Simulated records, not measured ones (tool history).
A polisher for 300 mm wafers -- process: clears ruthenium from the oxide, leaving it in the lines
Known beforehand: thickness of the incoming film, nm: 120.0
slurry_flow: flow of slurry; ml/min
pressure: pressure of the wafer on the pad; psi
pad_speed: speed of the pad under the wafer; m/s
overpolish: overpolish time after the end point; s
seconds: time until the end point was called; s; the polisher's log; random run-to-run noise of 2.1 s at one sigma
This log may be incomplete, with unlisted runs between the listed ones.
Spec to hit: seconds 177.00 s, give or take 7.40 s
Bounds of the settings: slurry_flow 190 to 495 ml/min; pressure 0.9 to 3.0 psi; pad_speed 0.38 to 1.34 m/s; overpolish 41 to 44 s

| run | hour | slurry_flow | pressure | pad_speed | overpolish | seconds |
|---|---|---|---|---|---|---|
| 1 | 0.0 | 320 | 1.9 | 0.86 | 41 | 142.49 |
| 2 | 5.5 | 320 | 1.8 | 0.86 | 41 | 150.28 |
| 3 | 12.6 | 320 | 1.8 | 0.86 | 41 | 147.26 |
| 4 | 17.8 | 320 | 1.7 | 0.86 | 41 | 157.04 |
| 5 | 21.2 | 320 | 1.7 | 0.86 | 41 | 155.65 |
| 6 | 24.0 | 320 | 1.7 | 0.98 | 41 | 143.87 |
| 7 | 29.3 | 320 | 1.6 | 0.98 | 41 | 147.60 |
| 8 | 34.0 | 320 | 1.5 | 0.98 | 41 | 158.07 |

5 next moves are on the table. One of them brings every result within its allowed miss. Which?
| A | 38.7 | 285 | 1.5 | 1.02 | 41 | ? |
| B | 38.7 | 345 | 1.5 | 0.96 | 43 | ? |
| C | 38.7 | 380 | 1.8 | 0.78 | 41 | ? |
| D | 38.7 | 355 | 1.3 | 1.10 | 41 | ? |
| E | 38.7 | 400 | 1.4 | 0.90 | 41 | ? |

| move | seconds |
|---|---|
| A | 154.50 |
| B | 159.81 |
| C | 159.63 |
| D | 161.03 |
| E | 176.40 |
A: the biggest miss grows against the last run
B: gains on the last run, yet a result remains outside its allowed miss
C: gains on the last run, yet a result remains outside its allowed miss
D: gains on the last run, yet a result remains outside its allowed miss
E: hits every target within its allowed miss
Go with E: it meets all targets.

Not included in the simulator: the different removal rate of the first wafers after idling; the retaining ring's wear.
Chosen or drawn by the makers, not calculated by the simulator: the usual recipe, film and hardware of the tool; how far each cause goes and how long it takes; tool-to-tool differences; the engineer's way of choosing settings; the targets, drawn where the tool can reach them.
